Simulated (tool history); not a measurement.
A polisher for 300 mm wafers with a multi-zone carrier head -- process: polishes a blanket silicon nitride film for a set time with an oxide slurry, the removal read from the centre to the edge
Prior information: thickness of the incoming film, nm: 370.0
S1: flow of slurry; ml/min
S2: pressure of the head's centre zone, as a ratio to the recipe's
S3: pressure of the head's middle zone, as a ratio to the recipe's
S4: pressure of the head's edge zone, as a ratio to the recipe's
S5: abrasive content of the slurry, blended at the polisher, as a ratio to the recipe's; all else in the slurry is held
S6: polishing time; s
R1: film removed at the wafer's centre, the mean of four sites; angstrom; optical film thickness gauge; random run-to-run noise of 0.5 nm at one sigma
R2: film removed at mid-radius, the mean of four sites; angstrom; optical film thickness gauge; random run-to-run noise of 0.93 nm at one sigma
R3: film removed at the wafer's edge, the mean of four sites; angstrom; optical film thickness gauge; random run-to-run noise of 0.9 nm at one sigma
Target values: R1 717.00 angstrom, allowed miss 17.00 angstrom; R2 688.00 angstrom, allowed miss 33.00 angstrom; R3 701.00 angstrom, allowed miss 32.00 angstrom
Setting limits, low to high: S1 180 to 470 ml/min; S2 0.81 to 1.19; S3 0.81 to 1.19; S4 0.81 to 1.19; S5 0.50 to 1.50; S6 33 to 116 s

run,hour,S1,S2,S3,S4,S5,S6,R1,R2,R3
1,0.0,300,1.00,1.00,1.00,1.00,74,594.67,604.65,590.62
2,2.8,300,1.00,1.00,0.92,1.00,74,597.12,594.13,575.35
3,4.9,300,1.00,1.06,0.92,1.00,74,608.55,626.62,581.02
4,5.7,300,1.01,1.05,0.95,1.05,74,610.84,615.07,585.05
5,8.3,335,1.01,1.05,0.95,1.05,74,626.25,632.83,604.75
6,12.0,335,1.01,1.05,0.95,0.95,74,597.16,599.97,584.18
7,20.7,350,1.02,1.05,0.97,1.00,74,615.70,609.28,581.52
8,26.4,350,1.02,1.03,0.98,1.05,74,629.99,610.86,618.08
9,34.1,355,1.02,1.04,0.99,1.10,74,635.84,629.56,607.59
10,35.1,360,1.02,1.03,1.00,1.15,75,662.76,663.47,654.50
11,36.2,365,1.02,1.03,1.00,1.15,75,664.79,655.24,645.74

Below are 4 possible settings for the next run. Only one of them brings all results inside the allowed miss of their targets. Which is it?
A,37.3,340,1.15,1.09,0.94,1.30,68,?,?,?
B,37.3,360,1.03,0.90,0.94,1.25,71,?,?,?
C,37.3,265,1.04,1.02,1.02,1.25,80,?,?,?
D,37.3,360,0.88,0.99,0.99,1.05,85,?,?,?

move,R1,R2,R3
A,702.84,639.51,591.20
B,651.29,577.60,612.62
C,725.09,696.70,705.75
D,630.19,699.03,709.35
A: the worst result of the last run now meets its target, but another is out of spec
B: the biggest miss grows against the last run
C: hits every target within its allowed miss
D: the biggest miss grows against the last run
So the answer is move C, the one that meets all the targets.

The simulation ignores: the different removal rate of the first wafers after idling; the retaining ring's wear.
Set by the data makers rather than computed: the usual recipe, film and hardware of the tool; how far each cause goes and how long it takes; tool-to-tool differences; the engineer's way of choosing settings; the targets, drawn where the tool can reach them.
